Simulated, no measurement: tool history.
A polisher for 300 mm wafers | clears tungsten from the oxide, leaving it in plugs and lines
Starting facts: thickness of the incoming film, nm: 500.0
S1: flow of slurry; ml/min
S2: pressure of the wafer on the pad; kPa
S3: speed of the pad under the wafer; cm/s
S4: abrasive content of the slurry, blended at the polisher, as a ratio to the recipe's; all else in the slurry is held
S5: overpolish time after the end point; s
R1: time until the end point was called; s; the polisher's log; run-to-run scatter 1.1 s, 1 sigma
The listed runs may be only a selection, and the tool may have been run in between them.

run,hour,S1,S2,S3,S4,S5,R1
1,0,160,29.6,142,1,5,83.164
2,1.5,185,29.6,142,1,5,79.728
3,9.6,175,28.3,142,1,5,83.084
4,12.4,160,28.3,142,1,5,84.497
5,18.1,160,28.3,142,1,5,84.68
6,23.6,160,28.3,142,0.85,5,87.072

For run 7, what comes out?
7,28.8,160,28.3,142,0.85,5,?

Run 7 gave R1 89.191 s.
